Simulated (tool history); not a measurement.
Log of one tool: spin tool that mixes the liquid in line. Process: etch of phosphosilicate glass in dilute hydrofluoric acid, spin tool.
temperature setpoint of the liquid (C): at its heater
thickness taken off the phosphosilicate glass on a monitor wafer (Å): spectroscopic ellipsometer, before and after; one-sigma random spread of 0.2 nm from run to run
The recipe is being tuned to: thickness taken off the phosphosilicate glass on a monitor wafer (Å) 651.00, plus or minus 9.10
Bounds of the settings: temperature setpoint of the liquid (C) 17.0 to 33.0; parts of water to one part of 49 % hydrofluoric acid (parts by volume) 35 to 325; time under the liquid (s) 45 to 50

run	hour	temperature setpoint of the liquid (C)	parts of water to one part of 49 % hydrofluoric acid (parts by volume)	time under the liquid (s)	thickness taken off the phosphosilicate glass on a monitor wafer (Å)
1	0.0	25.0	180	45	456.76
2	2.9	26.5	180	45	484.24
3	9.1	28.0	180	45	511.76
4	12.3	28.0	180	50	567.74
5	12.9	29.0	180	50	591.07
6	16.6	27.5	180	50	558.43
7	19.9	28.5	180	50	578.02
8	25.1	29.5	180	50	602.29
9	28.0	30.0	180	50	606.18
10	35.2	30.5	180	50	620.85

Which single option among these 5 for the next run brings every result within its allowed miss of target? Just one does.
A	42.4	29.0	160	50	?
B	42.4	28.0	160	50	?
C	42.4	31.0	165	45	?
D	42.4	30.0	175	50	?
E	42.4	30.0	165	50	?

move	thickness taken off the phosphosilicate glass on a monitor wafer (Å)
A	676.73
B	652.09
C	631.37
D	630.24
E	676.60
A: carries the result that was furthest off beyond its target, to the other side
B: in spec on every target
C: moves toward the targets from the last run without getting all of them in spec
D: moves toward the targets from the last run without getting all of them in spec
E: carries the result that was furthest off beyond its target, to the other side
The right move is B.

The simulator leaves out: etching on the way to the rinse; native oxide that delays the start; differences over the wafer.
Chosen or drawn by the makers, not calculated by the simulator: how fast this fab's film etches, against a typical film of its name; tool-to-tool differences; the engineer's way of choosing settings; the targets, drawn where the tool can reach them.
